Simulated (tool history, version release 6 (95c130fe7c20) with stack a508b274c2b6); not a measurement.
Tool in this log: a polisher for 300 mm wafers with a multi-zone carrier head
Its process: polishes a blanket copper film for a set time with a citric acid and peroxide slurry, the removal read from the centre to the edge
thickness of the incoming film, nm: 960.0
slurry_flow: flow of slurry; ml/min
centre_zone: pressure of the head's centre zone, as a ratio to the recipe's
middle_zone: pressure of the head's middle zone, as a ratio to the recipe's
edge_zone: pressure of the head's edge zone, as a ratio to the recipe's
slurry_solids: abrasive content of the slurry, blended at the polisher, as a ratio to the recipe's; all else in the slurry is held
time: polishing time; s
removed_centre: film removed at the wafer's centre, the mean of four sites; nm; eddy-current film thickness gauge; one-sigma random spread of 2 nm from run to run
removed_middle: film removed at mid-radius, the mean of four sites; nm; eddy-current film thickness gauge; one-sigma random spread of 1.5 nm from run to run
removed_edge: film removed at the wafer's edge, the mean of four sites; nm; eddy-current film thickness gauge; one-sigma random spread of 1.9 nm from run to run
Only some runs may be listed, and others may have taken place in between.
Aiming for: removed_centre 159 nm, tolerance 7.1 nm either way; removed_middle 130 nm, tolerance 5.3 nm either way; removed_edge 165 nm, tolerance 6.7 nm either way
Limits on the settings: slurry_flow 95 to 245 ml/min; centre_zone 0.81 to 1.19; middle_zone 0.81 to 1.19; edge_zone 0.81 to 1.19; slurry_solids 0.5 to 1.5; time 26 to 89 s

| run | day | slurry_flow | centre_zone | middle_zone | edge_zone | slurry_solids | time | removed_centre | removed_middle | removed_edge |
|---|---|---|---|---|---|---|---|---|---|---|
| 1 | 0 | 155 | 1 | 1 | 1 | 1 | 57 | 189.97 | 189.02 | 198.62 |
| 2 | 0.038 | 175 | 1 | 1 | 1 | 1 | 57 | 201.85 | 194.46 | 203.5 |
| 3 | 0.146 | 165 | 1.01 | 0.95 | 1 | 0.9 | 56 | 186.97 | 173.29 | 188.85 |
| 4 | 0.4 | 155 | 1.02 | 0.92 | 1.01 | 0.85 | 56 | 182.85 | 165.08 | 185.94 |
| 5 | 0.454 | 155 | 1.02 | 0.85 | 1.01 | 0.85 | 56 | 182.12 | 157.63 | 182.8 |
| 6 | 0.721 | 155 | 1.02 | 0.81 | 1.01 | 0.85 | 56 | 179.38 | 152.58 | 185.92 |
| 7 | 0.829 | 110 | 1.07 | 0.81 | 1.06 | 0.6 | 53 | 144.87 | 114.33 | 149.85 |
| 8 | 0.888 | 120 | 1.07 | 0.82 | 1.07 | 0.6 | 53 | 151.03 | 116.94 | 151.81 |
| 9 | 1.038 | 125 | 1.06 | 0.82 | 1.07 | 0.6 | 53 | 151.09 | 119.52 | 149.69 |
| 10 | 1.217 | 125 | 1.06 | 0.82 | 1.07 | 0.65 | 53 | 155.47 | 121.23 | 158.63 |

Consider the 5 candidate settings below. Which is the only one whose results all fall within their allowed miss of target?
| A | 1.396 | 105 | 1.09 | 0.81 | 1.11 | 0.55 | 57 | ? | ? | ? |
| B | 1.396 | 95 | 1.12 | 0.81 | 1.09 | 0.6 | 57 | ? | ? | ? |
| C | 1.396 | 140 | 1.19 | 0.89 | 1.1 | 0.5 | 56 | ? | ? | ? |
| D | 1.396 | 110 | 0.93 | 0.87 | 1.03 | 0.85 | 54 | ? | ? | ? |
| E | 1.396 | 110 | 1.07 | 0.84 | 1.1 | 0.65 | 57 | ? | ? | ? |

| move | removed_centre | removed_middle | removed_edge |
|---|---|---|---|
| A | 147.11 | 114.34 | 158.93 |
| B | 151.3 | 115.01 | 160.14 |
| C | 164.32 | 124.8 | 156.09 |
| D | 143.2 | 138.25 | 173.51 |
| E | 157.73 | 128.37 | 171.56 |
A: further off than the last run
B: further off than the last run
C: brings the result that was furthest off to its target, and leaves another outside
D: pushes the last run's worst result past its target
E: every result within its allowed miss
Move E is the one to make.

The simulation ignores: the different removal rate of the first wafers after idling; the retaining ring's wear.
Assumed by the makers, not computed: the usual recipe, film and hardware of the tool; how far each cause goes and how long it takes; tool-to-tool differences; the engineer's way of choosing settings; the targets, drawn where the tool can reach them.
